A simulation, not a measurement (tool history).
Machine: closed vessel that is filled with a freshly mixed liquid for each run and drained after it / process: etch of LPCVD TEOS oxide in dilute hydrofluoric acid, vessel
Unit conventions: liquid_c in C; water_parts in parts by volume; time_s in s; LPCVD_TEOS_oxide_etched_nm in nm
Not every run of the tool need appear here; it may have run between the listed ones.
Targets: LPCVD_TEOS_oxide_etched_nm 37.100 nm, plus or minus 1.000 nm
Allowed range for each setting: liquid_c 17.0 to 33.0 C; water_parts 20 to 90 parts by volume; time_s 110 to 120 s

| run | hour | liquid_c | water_parts | time_s | LPCVD_TEOS_oxide_etched_nm |
|---|---|---|---|---|---|
| 1 | 0.0 | 25.0 | 50 | 110 | 42.511 |
| 2 | 7.1 | 27.0 | 50 | 110 | 46.108 |
| 3 | 14.4 | 25.5 | 50 | 110 | 43.242 |
| 4 | 18.5 | 28.0 | 50 | 110 | 48.272 |
| 5 | 23.3 | 26.5 | 50 | 110 | 44.973 |
| 6 | 31.5 | 26.5 | 35 | 110 | 65.606 |
| 7 | 33.2 | 23.5 | 40 | 110 | 50.310 |
| 8 | 38.6 | 21.5 | 40 | 110 | 46.639 |
| 9 | 45.6 | 17.5 | 45 | 110 | 34.360 |
| 10 | 48.0 | 18.0 | 45 | 110 | 35.500 |

Exactly one of the 5 candidate moves below puts every result within its allowed miss. Which one?
| A | 50.4 | 17.0 | 50 | 120 | ? |
| B | 50.4 | 17.0 | 45 | 120 | ? |
| C | 50.4 | 19.0 | 50 | 115 | ? |
| D | 50.4 | 17.0 | 40 | 115 | ? |
| E | 50.4 | 17.5 | 50 | 115 | ? |

| move | LPCVD_TEOS_oxide_etched_nm |
|---|---|
| A | 32.990 |
| B | 36.860 |
| C | 34.464 |
| D | 39.963 |
| E | 32.309 |
A: moves away from the targets compared with the last run
B: every result within its allowed miss
C: moves away from the targets compared with the last run
D: takes the result that was furthest off past its target
E: moves away from the targets compared with the last run
Go with B: it meets all targets.
